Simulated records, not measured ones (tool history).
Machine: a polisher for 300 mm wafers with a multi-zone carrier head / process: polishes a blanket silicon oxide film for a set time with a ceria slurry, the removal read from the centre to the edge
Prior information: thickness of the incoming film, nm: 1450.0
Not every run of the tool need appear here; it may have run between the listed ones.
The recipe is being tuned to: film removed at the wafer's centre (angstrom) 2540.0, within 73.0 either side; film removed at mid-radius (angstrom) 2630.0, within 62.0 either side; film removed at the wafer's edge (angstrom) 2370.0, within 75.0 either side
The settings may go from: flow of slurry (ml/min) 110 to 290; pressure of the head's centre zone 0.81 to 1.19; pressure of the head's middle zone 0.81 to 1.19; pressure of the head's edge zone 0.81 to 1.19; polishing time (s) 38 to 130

run	day	flow of slurry (ml/min)	pressure of the head's centre zone	pressure of the head's middle zone	pressure of the head's edge zone	polishing time (s)	film removed at the wafer's centre (angstrom)	film removed at mid-radius (angstrom)	film removed at the wafer's edge (angstrom)
1	0.000	185	1.00	1.00	1.00	84	2745.4	2755.8	2908.3
2	0.154	185	1.00	1.00	1.06	84	2737.7	2772.9	3029.5
3	0.338	185	1.00	1.00	1.12	84	2774.9	2776.7	3065.8
4	0.608	180	1.02	1.03	1.06	81	2685.7	2744.4	2866.6
5	0.762	180	1.02	1.03	1.06	89	2974.7	2981.6	3166.8
6	0.804	180	1.10	1.03	1.06	89	3179.9	3011.9	3168.3
7	0.862	175	1.10	1.05	1.01	85	3024.2	2892.2	2926.4
8	0.958	170	1.09	1.06	0.97	83	2920.7	2853.6	2850.6
9	1.000	175	1.09	1.07	0.94	80	2854.9	2751.1	2700.4
10	1.258	170	1.08	1.09	0.91	78	2720.3	2732.2	2565.8
# day 1.621: edge zone pressure recalibrated
11	1.621	160	1.08	1.09	0.89	78	2699.7	2706.4	2417.6
12	1.875	155	1.07	1.09	0.90	78	2678.2	2659.9	2432.1

4 candidate next runs follow, results not yet known. Just one meets every target within its allowed miss. Identify it.
A	2.129	135	1.01	1.16	0.82	74	?	?	?
B	2.129	110	1.19	1.06	0.83	84	?	?	?
C	2.129	110	1.06	1.09	0.88	81	?	?	?
D	2.129	140	1.04	1.10	0.87	73	?	?	?

move	film removed at the wafer's centre (angstrom)	film removed at mid-radius (angstrom)	film removed at the wafer's edge (angstrom)
A	2279.2	2636.1	2147.2
B	2916.0	2659.9	2386.5
C	2503.2	2628.4	2361.4
D	2331.6	2499.8	2186.5
A: moves the result that the last run missed by most past its target, out the other side
B: its largest miss is bigger than the last run's
C: every result lands within tolerance
D: moves the result that the last run missed by most past its target, out the other side
Answer: C

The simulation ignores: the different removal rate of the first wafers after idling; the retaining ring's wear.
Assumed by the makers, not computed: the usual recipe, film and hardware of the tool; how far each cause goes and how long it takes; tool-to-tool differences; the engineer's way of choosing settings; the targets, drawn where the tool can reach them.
